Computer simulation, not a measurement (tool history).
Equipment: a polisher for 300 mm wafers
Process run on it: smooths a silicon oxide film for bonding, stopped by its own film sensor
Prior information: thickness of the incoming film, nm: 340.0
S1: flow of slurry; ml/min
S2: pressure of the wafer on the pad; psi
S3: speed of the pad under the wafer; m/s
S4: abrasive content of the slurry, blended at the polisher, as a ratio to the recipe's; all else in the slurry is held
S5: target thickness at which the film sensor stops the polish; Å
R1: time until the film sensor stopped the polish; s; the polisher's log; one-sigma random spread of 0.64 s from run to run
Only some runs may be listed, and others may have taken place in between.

| run | hour | S1 | S2 | S3 | S4 | S5 | R1 |
|---|---|---|---|---|---|---|---|
| 1 | 0.0 | 250 | 2.0 | 0.70 | 1.0 | 3110 | 54.851 |
| 2 | 1.0 | 250 | 2.0 | 0.70 | 1.0 | 3140 | 47.897 |
| 3 | 4.7 | 250 | 1.9 | 0.70 | 1.0 | 3140 | 50.378 |
| 4 | 10.1 | 250 | 1.8 | 0.70 | 1.0 | 3140 | 52.271 |
| 5 | 12.1 | 250 | 1.7 | 0.70 | 1.0 | 3140 | 54.998 |
| 6 | 14.7 | 250 | 1.7 | 0.70 | 1.0 | 3140 | 54.821 |
| 7 | 15.8 | 250 | 1.6 | 0.70 | 1.0 | 3140 | 58.592 |
| 8 | 18.1 | 250 | 1.5 | 0.70 | 1.0 | 3140 | 60.988 |

What will run 9 give?
| 9 | 23.7 | 250 | 1.4 | 0.70 | 1.0 | 3140 | ? |

{"run 9": {"R1": 63.72}}
